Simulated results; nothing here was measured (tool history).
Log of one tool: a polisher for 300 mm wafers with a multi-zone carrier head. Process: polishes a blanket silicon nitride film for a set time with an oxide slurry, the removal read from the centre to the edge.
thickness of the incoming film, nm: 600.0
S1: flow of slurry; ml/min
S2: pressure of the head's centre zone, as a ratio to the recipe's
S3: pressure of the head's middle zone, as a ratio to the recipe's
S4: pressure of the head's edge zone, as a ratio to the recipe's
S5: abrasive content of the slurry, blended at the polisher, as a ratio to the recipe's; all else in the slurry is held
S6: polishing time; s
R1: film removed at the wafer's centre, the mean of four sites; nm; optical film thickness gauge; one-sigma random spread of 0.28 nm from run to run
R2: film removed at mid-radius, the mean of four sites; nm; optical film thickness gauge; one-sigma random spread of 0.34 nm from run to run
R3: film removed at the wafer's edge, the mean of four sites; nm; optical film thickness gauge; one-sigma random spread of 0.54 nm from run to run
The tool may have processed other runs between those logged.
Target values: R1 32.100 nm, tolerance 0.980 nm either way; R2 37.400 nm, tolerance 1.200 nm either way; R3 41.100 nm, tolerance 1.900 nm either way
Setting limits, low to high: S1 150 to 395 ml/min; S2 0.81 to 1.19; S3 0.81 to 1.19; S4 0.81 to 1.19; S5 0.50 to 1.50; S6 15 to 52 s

run	hour	S1	S2	S3	S4	S5	S6	R1	R2	R3
1	0.0	250	1.00	1.00	1.00	1.00	33	23.525	24.509	24.550
2	1.4	250	1.00	1.00	1.00	0.80	33	21.231	22.234	22.098
3	10.3	245	0.97	1.00	1.04	1.00	35	24.246	25.504	26.200
4	16.7	245	0.97	1.00	1.04	1.00	29	20.009	21.139	21.397
5	20.3	245	1.05	1.00	1.04	1.00	29	21.849	21.272	21.911
# hour 26.9: worn pad replaced by a new one
6	26.9	240	0.99	1.01	1.08	1.15	32	26.679	27.925	29.076
7	34.8	215	0.97	1.02	1.11	1.25	32	26.876	28.821	30.178
8	38.7	245	0.94	1.02	1.13	1.30	32	26.492	29.428	31.705
9	42.3	245	0.94	1.02	1.13	1.30	32	27.047	29.649	31.222
10	46.2	225	0.92	1.02	1.15	1.35	33	27.125	30.745	33.098
11	50.9	240	0.92	1.03	1.16	1.40	34	28.753	32.339	34.329
12	55.8	230	0.91	1.02	1.17	1.45	35	29.404	34.105	36.028
13	64.2	235	0.90	1.01	1.18	1.45	36	29.814	34.062	38.274
14	65.0	235	0.90	1.02	1.18	1.45	36	30.111	34.908	36.143

5 next moves are on the table. One of them brings every result within its allowed miss. Which?
A	65.8	305	0.83	1.18	1.14	1.25	39	?	?	?
B	65.8	225	0.86	0.98	1.16	1.40	41	?	?	?
C	65.8	235	0.86	1.04	1.17	1.45	40	?	?	?
D	65.8	240	0.85	1.18	1.10	1.25	39	?	?	?
E	65.8	180	0.86	0.82	1.19	1.50	44	?	?	?

move	R1	R2	R3
A	29.292	41.248	37.945
B	32.337	37.643	41.322
C	32.106	39.266	41.102
D	29.347	40.429	36.701
E	34.704	34.969	45.445
A: the biggest miss grows against the last run
B: in spec on every target
C: meets the target for the result that was furthest off, but another lies outside its allowed miss
D: the biggest miss grows against the last run
E: pushes the last run's worst result past its target
The move that meets every target is B.
